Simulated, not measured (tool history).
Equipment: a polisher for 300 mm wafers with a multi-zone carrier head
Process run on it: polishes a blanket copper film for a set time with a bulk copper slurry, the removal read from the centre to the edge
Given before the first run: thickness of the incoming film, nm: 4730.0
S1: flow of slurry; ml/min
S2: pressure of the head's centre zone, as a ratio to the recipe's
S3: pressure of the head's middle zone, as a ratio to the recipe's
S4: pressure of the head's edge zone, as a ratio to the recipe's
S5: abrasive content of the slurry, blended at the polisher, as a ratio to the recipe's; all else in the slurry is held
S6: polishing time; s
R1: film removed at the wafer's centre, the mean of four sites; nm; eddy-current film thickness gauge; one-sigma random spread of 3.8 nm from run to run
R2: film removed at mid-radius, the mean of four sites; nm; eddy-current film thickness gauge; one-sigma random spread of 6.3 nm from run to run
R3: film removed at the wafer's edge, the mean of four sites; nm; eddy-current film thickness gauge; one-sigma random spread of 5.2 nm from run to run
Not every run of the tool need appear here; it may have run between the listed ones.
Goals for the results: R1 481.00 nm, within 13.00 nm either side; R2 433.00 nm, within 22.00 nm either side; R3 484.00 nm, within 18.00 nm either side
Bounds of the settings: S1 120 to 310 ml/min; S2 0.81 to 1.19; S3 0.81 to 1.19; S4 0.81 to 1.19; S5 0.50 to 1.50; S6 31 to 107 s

{"run": 1, "day": 0.0, "S1": 200, "S2": 1.0, "S3": 1.0, "S4": 1.0, "S5": 1.0, "S6": 69, "R1": 708.33, "R2": 703.18, "R3": 707.17}
{"run": 2, "day": 0.333, "S1": 200, "S2": 1.0, "S3": 1.0, "S4": 0.94, "S5": 1.0, "S6": 69, "R1": 725.19, "R2": 705.79, "R3": 686.01}
{"run": 3, "day": 0.596, "S1": 200, "S2": 1.0, "S3": 1.0, "S4": 0.94, "S5": 1.2, "S6": 69, "R1": 735.12, "R2": 752.71, "R3": 714.19}
{"run": 4, "day": 0.762, "S1": 195, "S2": 0.98, "S3": 0.98, "S4": 0.93, "S5": 1.1, "S6": 67, "R1": 672.97, "R2": 680.3, "R3": 688.73}
{"run": 5, "day": 0.954, "S1": 195, "S2": 0.98, "S3": 0.98, "S4": 0.93, "S5": 1.0, "S6": 67, "R1": 679.26, "R2": 679.24, "R3": 669.59}
{"run": 6, "day": 1.008, "S1": 195, "S2": 0.98, "S3": 0.98, "S4": 0.87, "S5": 1.0, "S6": 67, "R1": 677.39, "R2": 665.64, "R3": 652.93}
{"run": 7, "day": 1.371, "S1": 195, "S2": 0.97, "S3": 0.97, "S4": 0.87, "S5": 0.95, "S6": 65, "R1": 644.79, "R2": 645.72, "R3": 617.71}
{"run": 8, "day": 1.4, "S1": 190, "S2": 0.97, "S3": 0.95, "S4": 0.88, "S5": 0.9, "S6": 64, "R1": 638.5, "R2": 612.15, "R3": 615.55}
{"run": 9, "day": 1.538, "S1": 190, "S2": 0.96, "S3": 0.94, "S4": 0.88, "S5": 0.85, "S6": 62, "R1": 594.73, "R2": 575.26, "R3": 590.19}
{"run": 10, "day": 1.742, "S1": 190, "S2": 0.96, "S3": 0.93, "S4": 0.88, "S5": 0.8, "S6": 61, "R1": 580.01, "R2": 549.73, "R3": 564.4}
{"run": 11, "day": 2.054, "S1": 190, "S2": 0.95, "S3": 0.92, "S4": 0.88, "S5": 0.75, "S6": 60, "R1": 558.88, "R2": 546.14, "R3": 552.16}
{"run": 12, "day": 2.308, "S1": 185, "S2": 0.95, "S3": 0.91, "S4": 0.88, "S5": 0.7, "S6": 60, "R1": 547.47, "R2": 517.04, "R3": 547.66}
{"run": 13, "day": 2.521, "S1": 170, "S2": 0.93, "S3": 0.88, "S4": 0.82, "S5": 0.5, "S6": 56, "R1": 475.96, "R2": 457.29, "R3": 472.53}

5 candidate next runs follow, results not yet known. Just one meets every target within its allowed miss. Identify it.
{"run": "A", "day": 2.733, "S1": 120, "S2": 0.98, "S3": 0.81, "S4": 0.99, "S5": 0.5, "S6": 56, "R1": "?", "R2": "?", "R3": "?"}
{"run": "B", "day": 2.733, "S1": 135, "S2": 0.87, "S3": 0.81, "S4": 0.99, "S5": 0.5, "S6": 59, "R1": "?", "R2": "?", "R3": "?"}
{"run": "C", "day": 2.733, "S1": 160, "S2": 1.01, "S3": 0.81, "S4": 0.99, "S5": 0.55, "S6": 52, "R1": "?", "R2": "?", "R3": "?"}
{"run": "D", "day": 2.733, "S1": 160, "S2": 1.0, "S3": 0.81, "S4": 0.98, "S5": 0.5, "S6": 53, "R1": "?", "R2": "?", "R3": "?"}
{"run": "E", "day": 2.733, "S1": 160, "S2": 0.94, "S3": 0.83, "S4": 0.86, "S5": 0.5, "S6": 57, "R1": "?", "R2": "?", "R3": "?"}

move=A R1=450.42 R2=391.73 R3=492.35
move=B R1=436.00 R2=425.91 R3=530.05
move=C R1=471.39 R2=393.86 R3=485.29
move=D R1=470.37 R2=396.99 R3=486.74
move=E R1=475.35 R2=435.61 R3=492.60
A: the result that was furthest off in the last run now lies on the other side of its target
B: puts the biggest miss on target and leaves a different result outside tolerance
C: the result that was furthest off in the last run now lies on the other side of its target
D: the result that was furthest off in the last run now lies on the other side of its target
E: every result within its allowed miss
Move E is the one to make.
